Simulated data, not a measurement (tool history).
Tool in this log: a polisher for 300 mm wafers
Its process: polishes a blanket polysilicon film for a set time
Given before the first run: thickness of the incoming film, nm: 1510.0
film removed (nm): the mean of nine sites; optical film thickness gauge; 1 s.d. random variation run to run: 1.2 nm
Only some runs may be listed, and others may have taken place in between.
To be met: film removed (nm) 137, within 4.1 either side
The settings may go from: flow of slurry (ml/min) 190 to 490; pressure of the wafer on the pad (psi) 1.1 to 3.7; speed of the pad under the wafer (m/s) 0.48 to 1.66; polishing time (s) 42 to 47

run  hour  flow of slurry (ml/min)  pressure of the wafer on the pad (psi)  speed of the pad under the wafer (m/s)  polishing time (s)  film removed (nm)
  1     0                      315                                     2.4                                    1.06                  47             290.87
  2   1.1                      385                                     2.4                                    1.06                  47             291.54
  3   6.1                      385                                     2.4                                     1.2                  47             325.69
  4   8.2                      385                                     2.1                                     1.1                  47             268.12
  5  15.6                      385                                     2.1                                     1.1                  42             240.14
  6  16.8                      385                                     1.9                                    1.06                  42             214.43
  7  18.3                      385                                     1.7                                    1.04                  42             189.73
  8  21.3                      385                                     1.6                                    1.02                  42             177.23
  9  29.3                      385                                     1.5                                    1.02                  42              166.5
 10  36.4                      380                                     1.1                                    1.02                  42              129.5

Consider the 5 candidate settings below. Which is the only one whose results all fall within their allowed miss of target?
  A  43.5                      425                                     1.2                                    0.88                  47                  ?
  B  43.5                      470                                     1.1                                    0.96                  42                  ?
  C  43.5                      395                                     1.2                                    0.86                  43                  ?
  D  43.5                      380                                     1.1                                    0.94                  43                  ?
  E  43.5                      390                                     1.4                                    0.82                  42                  ?

move  film removed (nm)
   A              137.1
   B             125.13
   C             122.07
   D             123.76
   E             129.01
A: meets every target
B: lands further from the targets than the last run did
C: lands further from the targets than the last run did
D: lands further from the targets than the last run did
E: lands further from the targets than the last run did
The move that meets every target is A.
